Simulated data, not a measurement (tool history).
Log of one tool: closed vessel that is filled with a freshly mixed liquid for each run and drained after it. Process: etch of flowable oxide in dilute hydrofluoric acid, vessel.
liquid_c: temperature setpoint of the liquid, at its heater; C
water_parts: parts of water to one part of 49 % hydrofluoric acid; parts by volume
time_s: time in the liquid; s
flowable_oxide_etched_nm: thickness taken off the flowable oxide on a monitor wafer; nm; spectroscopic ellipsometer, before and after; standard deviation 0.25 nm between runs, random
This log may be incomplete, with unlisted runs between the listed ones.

run,day,liquid_c,water_parts,time_s,flowable_oxide_etched_nm
1,0,25,200,160,24.866
2,0.275,23,200,160,22.874
3,0.467,23,170,160,28.155
4,0.512,24,160,160,31.192
5,0.688,21,160,160,27.944
6,0.871,22.5,155,160,30.594
7,1.192,23.5,150,160,32.826
8,1.517,24.5,145,160,35.857
9,1.792,25.5,140,160,38.434
10,2.038,26.5,135,160,41.872

Estimate the outcome of run 11 from the log above:
11,2.346,27,135,160,?

flowable_oxide_etched_nm: 42.564 nm
